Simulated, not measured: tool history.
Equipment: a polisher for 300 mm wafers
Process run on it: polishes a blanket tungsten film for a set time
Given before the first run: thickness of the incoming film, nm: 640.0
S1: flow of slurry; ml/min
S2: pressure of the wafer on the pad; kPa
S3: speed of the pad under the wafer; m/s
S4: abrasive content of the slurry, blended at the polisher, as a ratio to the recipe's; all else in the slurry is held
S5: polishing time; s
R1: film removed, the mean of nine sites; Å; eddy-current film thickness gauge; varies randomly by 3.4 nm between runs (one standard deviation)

run	hour	S1	S2	S3	S4	S5	R1
1	0	190	22.1	1.3	1	55	2366.9
2	6.9	190	22.1	1.16	1	55	2137.2
3	9.5	190	22.1	0.86	1	55	1640.6
4	10	190	22.1	0.86	1	55	1638.7
5	17.8	195	24.8	0.92	1	55	1981.9
6	19.2	200	26.9	0.96	1	55	2191.3

What will run 7 give?
7	20.6	200	29	1.02	1	55	?

Run 7 yielded R1 2483.4 Å.
